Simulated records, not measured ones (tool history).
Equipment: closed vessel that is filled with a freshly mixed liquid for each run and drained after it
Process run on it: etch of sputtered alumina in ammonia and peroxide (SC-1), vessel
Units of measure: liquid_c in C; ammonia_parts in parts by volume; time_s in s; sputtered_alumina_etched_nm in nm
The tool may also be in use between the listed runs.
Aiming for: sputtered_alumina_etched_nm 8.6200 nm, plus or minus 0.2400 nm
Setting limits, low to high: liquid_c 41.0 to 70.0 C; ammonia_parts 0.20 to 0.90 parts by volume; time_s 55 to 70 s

run    day  liquid_c  ammonia_parts  time_s  sputtered_alumina_etched_nm
  1  0.000      57.0           0.50      70                       5.7799
  2  0.308      59.5           0.50      70                       6.5808
  3  0.638      59.5           0.65      70                       6.7792
  4  0.767      61.0           0.65      70                       7.2489
  5  1.017      62.0           0.65      70                       7.6868
  6  1.204      62.0           0.55      70                       7.5435
  7  1.354      63.0           0.55      70                       8.0072
  8  1.658      63.5           0.55      70                       8.1421

Exercise: of the 5 proposed moves below, exactly one satisfies all targets within the stated allowed misses. Which move is it?
  A  1.962      63.0           0.60      70                            ?
  B  1.962      67.0           0.75      55                            ?
  C  1.962      66.5           0.50      65                            ?
  D  1.962      64.0           0.80      65                            ?
  E  1.962      68.0           0.50      55                            ?

move  sputtered_alumina_etched_nm
   A                       8.0433
   B                       7.8720
   C                       8.7369
   D                       8.0694
   E                       7.9555
A: misses by more than the last run did
B: misses by more than the last run did
C: in spec on every target
D: misses by more than the last run did
E: misses by more than the last run did
Move C is the one to make.

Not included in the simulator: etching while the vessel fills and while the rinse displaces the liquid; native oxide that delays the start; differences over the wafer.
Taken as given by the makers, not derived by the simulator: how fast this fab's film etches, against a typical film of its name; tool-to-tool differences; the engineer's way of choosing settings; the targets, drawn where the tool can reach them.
